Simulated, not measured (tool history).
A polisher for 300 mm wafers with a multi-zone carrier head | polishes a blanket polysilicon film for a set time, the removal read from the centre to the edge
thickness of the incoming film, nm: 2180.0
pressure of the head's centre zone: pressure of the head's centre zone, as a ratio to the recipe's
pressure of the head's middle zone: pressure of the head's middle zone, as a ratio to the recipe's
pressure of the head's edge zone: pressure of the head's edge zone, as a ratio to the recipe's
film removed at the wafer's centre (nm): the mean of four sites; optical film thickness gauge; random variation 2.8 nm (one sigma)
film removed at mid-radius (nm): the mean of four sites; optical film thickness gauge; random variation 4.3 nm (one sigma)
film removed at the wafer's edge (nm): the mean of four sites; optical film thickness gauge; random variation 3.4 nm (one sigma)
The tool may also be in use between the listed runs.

run	hour	flow of slurry (ml/min)	pressure of the head's centre zone	pressure of the head's middle zone	pressure of the head's edge zone	polishing time (s)	film removed at the wafer's centre (nm)	film removed at mid-radius (nm)	film removed at the wafer's edge (nm)
1	0.0	270	1.00	1.00	1.00	66	664.62	661.80	676.86
2	8.1	260	0.98	0.98	0.99	62	610.25	622.77	617.47
3	10.9	260	0.98	0.98	1.07	62	603.95	606.58	649.44
4	12.8	210	0.98	0.98	1.07	62	585.88	593.23	628.30
5	20.9	210	0.98	1.04	1.07	62	578.17	614.42	644.09
6	29.6	205	0.96	1.02	1.07	59	551.70	582.77	606.59
7	30.1	200	0.94	1.00	1.08	56	502.34	545.32	571.38
8	33.9	195	0.93	0.98	1.09	53	469.04	511.57	549.96
9	35.3	190	0.93	0.96	1.09	51	455.98	464.21	523.84
10	37.6	190	0.92	0.95	1.08	49	421.28	451.17	499.22
11	39.4	170	0.96	0.85	1.02	31	277.11	262.83	298.72

Forecast run 12:
12	40.6	180	0.95	0.85	1.03	31	?	?	?

Run 12 gave film removed at the wafer's centre (nm) 275.18, film removed at mid-radius (nm) 258.23, film removed at the wafer's edge (nm) 310.39.
